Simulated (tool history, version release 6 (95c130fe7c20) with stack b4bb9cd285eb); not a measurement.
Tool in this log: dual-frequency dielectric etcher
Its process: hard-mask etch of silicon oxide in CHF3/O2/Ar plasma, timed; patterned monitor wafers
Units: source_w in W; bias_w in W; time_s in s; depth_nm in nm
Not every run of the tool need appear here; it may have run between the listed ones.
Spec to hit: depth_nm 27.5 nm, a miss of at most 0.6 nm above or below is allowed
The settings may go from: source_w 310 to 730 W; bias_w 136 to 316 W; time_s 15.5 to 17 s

run,hour,source_w,bias_w,time_s,depth_nm
1,0,520,226,17,31.706
2,8,520,226,17,31.778
3,12,470,221,17,29.903
4,12.5,450,219,17,29.455
5,15.6,430,217,17,28.872
6,16.5,430,251,17,30.101
7,20.4,400,248,17,28.914
8,23.6,390,247,17,28.774
9,29.7,330,240,17,26.07
10,34.3,340,241,17,26.862

4 next moves are on the table. One of them brings every result within its allowed miss. Which?
A,38.9,380,203,16.5,?
B,38.9,320,281,16,?
C,38.9,330,268,17,?
D,38.9,310,273,16,?

move,depth_nm
A,25.599
B,25.58
C,27.126
D,24.921
A: further off than the last run
B: further off than the last run
C: all results land within tolerance of their targets
D: further off than the last run
Correct choice: C, which meets every target

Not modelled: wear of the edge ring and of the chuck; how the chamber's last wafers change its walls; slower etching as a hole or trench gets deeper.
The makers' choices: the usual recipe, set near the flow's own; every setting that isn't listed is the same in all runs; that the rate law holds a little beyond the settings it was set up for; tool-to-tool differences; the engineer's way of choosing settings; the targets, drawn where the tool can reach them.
